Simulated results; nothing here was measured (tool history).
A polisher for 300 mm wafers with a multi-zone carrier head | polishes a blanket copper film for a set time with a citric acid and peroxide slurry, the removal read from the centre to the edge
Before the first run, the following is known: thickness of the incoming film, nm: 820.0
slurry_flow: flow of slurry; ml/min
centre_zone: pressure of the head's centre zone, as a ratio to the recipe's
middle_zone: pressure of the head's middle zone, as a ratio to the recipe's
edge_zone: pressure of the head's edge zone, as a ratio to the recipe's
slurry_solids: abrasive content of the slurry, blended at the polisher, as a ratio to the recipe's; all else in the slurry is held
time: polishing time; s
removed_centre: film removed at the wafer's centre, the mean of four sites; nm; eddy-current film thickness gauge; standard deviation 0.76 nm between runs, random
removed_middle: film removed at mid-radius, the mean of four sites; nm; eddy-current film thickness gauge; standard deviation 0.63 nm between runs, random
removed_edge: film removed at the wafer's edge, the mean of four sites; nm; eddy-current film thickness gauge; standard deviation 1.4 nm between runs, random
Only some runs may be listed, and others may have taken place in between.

| run | hour | slurry_flow | centre_zone | middle_zone | edge_zone | slurry_solids | time | removed_centre | removed_middle | removed_edge |
|---|---|---|---|---|---|---|---|---|---|---|
| 1 | 0.0 | 185 | 1.00 | 1.00 | 1.00 | 1.00 | 44 | 107.030 | 101.470 | 106.020 |
| 2 | 8.8 | 180 | 0.99 | 1.00 | 0.99 | 1.00 | 44 | 105.500 | 99.975 | 102.590 |
| 3 | 12.8 | 180 | 0.99 | 1.00 | 0.99 | 1.00 | 52 | 122.890 | 119.620 | 126.100 |
| 4 | 16.9 | 175 | 0.97 | 0.99 | 0.97 | 0.95 | 52 | 120.820 | 117.180 | 120.690 |
| 5 | 25.2 | 175 | 0.97 | 0.99 | 0.97 | 0.95 | 62 | 145.410 | 139.820 | 144.000 |
| 6 | 29.5 | 170 | 0.95 | 0.98 | 0.96 | 0.90 | 61 | 136.340 | 135.180 | 140.290 |
| 7 | 36.2 | 165 | 0.94 | 0.97 | 0.94 | 0.85 | 60 | 132.310 | 127.890 | 132.140 |
| 8 | 37.1 | 165 | 0.94 | 0.97 | 0.94 | 0.85 | 60 | 132.290 | 130.080 | 135.860 |
| 9 | 37.8 | 165 | 0.93 | 0.97 | 0.93 | 0.80 | 59 | 124.570 | 125.510 | 130.540 |
| 10 | 45.2 | 160 | 0.93 | 0.96 | 0.92 | 0.75 | 58 | 121.910 | 120.360 | 123.530 |
| 11 | 52.0 | 125 | 0.83 | 0.88 | 0.90 | 0.50 | 52 | 86.527 | 87.430 | 100.920 |
| 12 | 54.5 | 130 | 0.83 | 0.89 | 0.89 | 0.50 | 52 | 87.269 | 89.071 | 99.501 |

Estimate the outcome of run 13 from the log above:
| 13 | 58.1 | 135 | 0.83 | 0.89 | 0.89 | 0.50 | 52 | ? | ? | ? |

{"run 13": {"removed_centre": 87.542, "removed_middle": 89.122, "removed_edge": 102.7}}

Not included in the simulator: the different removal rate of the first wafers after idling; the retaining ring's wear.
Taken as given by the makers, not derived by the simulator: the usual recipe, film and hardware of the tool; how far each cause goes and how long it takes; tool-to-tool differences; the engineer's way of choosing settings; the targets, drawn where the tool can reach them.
